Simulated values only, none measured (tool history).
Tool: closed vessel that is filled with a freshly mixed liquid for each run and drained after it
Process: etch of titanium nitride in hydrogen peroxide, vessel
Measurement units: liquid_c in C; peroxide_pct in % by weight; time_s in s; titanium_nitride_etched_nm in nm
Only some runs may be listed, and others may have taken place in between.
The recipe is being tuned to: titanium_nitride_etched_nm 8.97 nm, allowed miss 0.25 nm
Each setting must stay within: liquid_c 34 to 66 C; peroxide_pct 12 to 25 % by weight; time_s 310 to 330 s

run	hour	liquid_c	peroxide_pct	time_s	titanium_nitride_etched_nm
1	0	50	17	310	15.39
2	5	46	17	310	11.631
3	9.4	46	17	310	11.357
4	10.4	45.5	17	310	11.114
5	12.7	45	17	310	10.666
6	14.5	45	17	330	11.161
7	20	44.5	17	330	11.037
8	25.4	44	17	330	10.529
9	33	43	17	330	9.8359
10	35.2	42.5	17	330	9.3641

Next run, 5 choices. One meets every target within its allowed miss, the rest don't. Which?
A	37.4	43.5	16.5	320	?
B	37.4	42.5	18	330	?
C	37.4	44	18	310	?
D	37.4	43	15	310	?
E	37.4	43.5	19.5	310	?

move	titanium_nitride_etched_nm
A	9.7019
B	9.4507
C	9.9402
D	8.8709
E	9.7387
A: misses by more than the last run did
B: misses by more than the last run did
C: misses by more than the last run did
D: hits every target within its allowed miss
E: misses by more than the last run did
Answer: D
